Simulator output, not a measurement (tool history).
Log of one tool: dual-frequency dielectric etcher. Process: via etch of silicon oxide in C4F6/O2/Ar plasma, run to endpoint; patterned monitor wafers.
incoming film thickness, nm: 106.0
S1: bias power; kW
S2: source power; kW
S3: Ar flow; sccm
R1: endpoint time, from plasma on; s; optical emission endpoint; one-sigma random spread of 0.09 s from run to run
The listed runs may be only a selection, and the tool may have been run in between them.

{"run": 1, "hour": 0.0, "S1": 0.582, "S2": 0.41, "S3": 379, "R1": 21.642}
{"run": 2, "hour": 7.3, "S1": 0.613, "S2": 0.42, "S3": 376, "R1": 20.892}
{"run": 3, "hour": 10.7, "S1": 0.707, "S2": 0.42, "S3": 376, "R1": 19.281}
{"run": 4, "hour": 17.0, "S1": 0.72, "S2": 0.42, "S3": 376, "R1": 19.112}
{"run": 5, "hour": 18.6, "S1": 0.72, "S2": 0.38, "S3": 376, "R1": 19.664}
{"run": 6, "hour": 22.3, "S1": 0.72, "S2": 0.31, "S3": 376, "R1": 20.869}
{"run": 7, "hour": 24.8, "S1": 0.735, "S2": 0.32, "S3": 372, "R1": 20.449}
{"run": 8, "hour": 25.5, "S1": 0.748, "S2": 0.33, "S3": 368, "R1": 19.994}
{"run": 9, "hour": 29.1, "S1": 0.759, "S2": 0.34, "S3": 365, "R1": 19.828}

Run 10 is up next; what results do you expect?
{"run": 10, "hour": 30.1, "S1": 0.768, "S2": 0.35, "S3": 364, "R1": "?"}

{"run 10": {"R1": 19.415}}

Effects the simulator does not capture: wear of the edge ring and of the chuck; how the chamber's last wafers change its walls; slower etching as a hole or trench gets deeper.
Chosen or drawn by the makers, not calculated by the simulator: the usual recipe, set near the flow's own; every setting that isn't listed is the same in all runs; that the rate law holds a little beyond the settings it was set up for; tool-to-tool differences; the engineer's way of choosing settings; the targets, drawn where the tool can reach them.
